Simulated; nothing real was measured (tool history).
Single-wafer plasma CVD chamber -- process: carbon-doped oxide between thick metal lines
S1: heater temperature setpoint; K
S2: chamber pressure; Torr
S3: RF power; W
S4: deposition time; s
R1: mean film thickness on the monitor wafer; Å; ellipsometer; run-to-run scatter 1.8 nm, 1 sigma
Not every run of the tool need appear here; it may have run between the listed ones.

| run | hour | S1 | S2 | S3 | S4 | R1 |
|---|---|---|---|---|---|---|
| 1 | 0.0 | 623.15 | 3.76 | 410 | 117.8 | 4818.5 |
| 2 | 5.9 | 623.15 | 3.76 | 410 | 121.4 | 4908.4 |
| 3 | 9.9 | 623.15 | 4.43 | 410 | 121.4 | 5137.3 |
| 4 | 17.4 | 614.15 | 4.43 | 410 | 121.4 | 5232.5 |
| 5 | 24.2 | 609.15 | 4.43 | 410 | 121.4 | 5282.3 |
| 6 | 27.6 | 612.15 | 3.91 | 390 | 121.2 | 4909.3 |
| 7 | 36.0 | 614.15 | 3.49 | 380 | 121.1 | 4660.9 |
| 8 | 36.7 | 616.15 | 3.16 | 375 | 121.1 | 4532.2 |
| 9 | 40.6 | 618.15 | 2.92 | 370 | 121.1 | 4434.2 |

Run 10 comes next. What will it give?
| 10 | 42.8 | 619.15 | 2.74 | 365 | 121.1 | ? |

{"run 10": {"R1": 4300.3}}
